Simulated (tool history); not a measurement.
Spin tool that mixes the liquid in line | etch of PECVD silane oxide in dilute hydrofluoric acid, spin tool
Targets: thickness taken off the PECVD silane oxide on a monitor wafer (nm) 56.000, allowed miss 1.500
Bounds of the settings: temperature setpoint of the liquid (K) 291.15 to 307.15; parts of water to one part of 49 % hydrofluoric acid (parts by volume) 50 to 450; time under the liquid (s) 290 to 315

run	hour	temperature setpoint of the liquid (K)	parts of water to one part of 49 % hydrofluoric acid (parts by volume)	time under the liquid (s)	thickness taken off the PECVD silane oxide on a monitor wafer (nm)
1	0.0	299.15	250	290	15.882
2	3.4	297.65	250	290	15.219
3	8.0	299.15	220	290	18.869
4	12.2	299.15	255	290	15.689
5	14.9	299.15	255	290	15.729
6	18.8	299.15	175	290	24.995
7	21.5	300.15	160	290	28.658
8	26.2	301.15	150	290	32.017
9	27.8	302.15	140	290	36.225
10	36.9	306.15	95	290	66.274
11	40.2	305.65	95	290	64.687
12	48.1	305.15	95	290	62.954
13	54.4	304.15	95	290	60.816
14	58.7	303.15	95	290	59.007

4 next moves are on the table. One of them brings every result within its allowed miss. Which?
A	63.0	302.65	105	300	?
B	63.0	305.15	110	290	?
C	63.0	301.65	100	295	?
D	63.0	302.15	100	305	?

move	thickness taken off the PECVD silane oxide on a monitor wafer (nm)
A	53.029
B	53.292
C	53.088
D	55.938
A: takes the result that was furthest off past its target
B: takes the result that was furthest off past its target
C: takes the result that was furthest off past its target
D: meets every target
Answer: D
